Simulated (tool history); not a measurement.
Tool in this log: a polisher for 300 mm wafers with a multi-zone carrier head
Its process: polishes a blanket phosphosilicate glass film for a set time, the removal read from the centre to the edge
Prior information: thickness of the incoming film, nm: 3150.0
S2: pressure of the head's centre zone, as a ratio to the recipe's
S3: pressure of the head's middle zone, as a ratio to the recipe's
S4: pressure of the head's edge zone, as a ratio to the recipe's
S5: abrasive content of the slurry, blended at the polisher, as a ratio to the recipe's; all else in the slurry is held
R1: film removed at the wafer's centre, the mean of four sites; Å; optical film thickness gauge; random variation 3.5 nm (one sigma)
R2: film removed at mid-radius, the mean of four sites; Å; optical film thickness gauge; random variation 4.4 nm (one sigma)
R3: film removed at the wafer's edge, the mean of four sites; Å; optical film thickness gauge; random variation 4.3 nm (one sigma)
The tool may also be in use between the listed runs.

{"run": 1, "day": 0.0, "flow of slurry (ml/min)": 270, "S2": 1.0, "S3": 1.0, "S4": 1.0, "S5": 1.0, "polishing time (s)": 55, "R1": 4836.0, "R2": 4900.9, "R3": 4832.1}
{"run": 2, "day": 0.192, "flow of slurry (ml/min)": 270, "S2": 0.99, "S3": 0.98, "S4": 0.99, "S5": 0.95, "polishing time (s)": 55, "R1": 4666.5, "R2": 4663.0, "R3": 4713.1}
{"run": 3, "day": 0.433, "flow of slurry (ml/min)": 270, "S2": 0.98, "S3": 0.97, "S4": 0.98, "S5": 0.9, "polishing time (s)": 55, "R1": 4470.5, "R2": 4476.5, "R3": 4579.8}
{"run": 4, "day": 0.546, "flow of slurry (ml/min)": 270, "S2": 0.97, "S3": 0.96, "S4": 0.97, "S5": 0.85, "polishing time (s)": 55, "R1": 4374.3, "R2": 4392.3, "R3": 4447.0}
{"run": 5, "day": 0.671, "flow of slurry (ml/min)": 270, "S2": 0.96, "S3": 0.95, "S4": 0.96, "S5": 0.8, "polishing time (s)": 55, "R1": 4220.0, "R2": 4262.0, "R3": 4266.9}
{"run": 6, "day": 0.733, "flow of slurry (ml/min)": 270, "S2": 0.96, "S3": 0.95, "S4": 1.02, "S5": 0.8, "polishing time (s)": 55, "R1": 4191.5, "R2": 4250.7, "R3": 4426.6}
{"run": 7, "day": 0.758, "flow of slurry (ml/min)": 270, "S2": 0.95, "S3": 0.94, "S4": 1.01, "S5": 0.8, "polishing time (s)": 55, "R1": 4081.5, "R2": 4239.7, "R3": 4411.4}

Estimate the outcome of run 8 from the log above:
{"run": 8, "day": 0.825, "flow of slurry (ml/min)": 270, "S2": 0.95, "S3": 0.93, "S4": 1.0, "S5": 0.8, "polishing time (s)": 55, "R1": "?", "R2": "?", "R3": "?"}

R1: 4122.7 Å
R2: 4081.2 Å
R3: 4330.9 Å
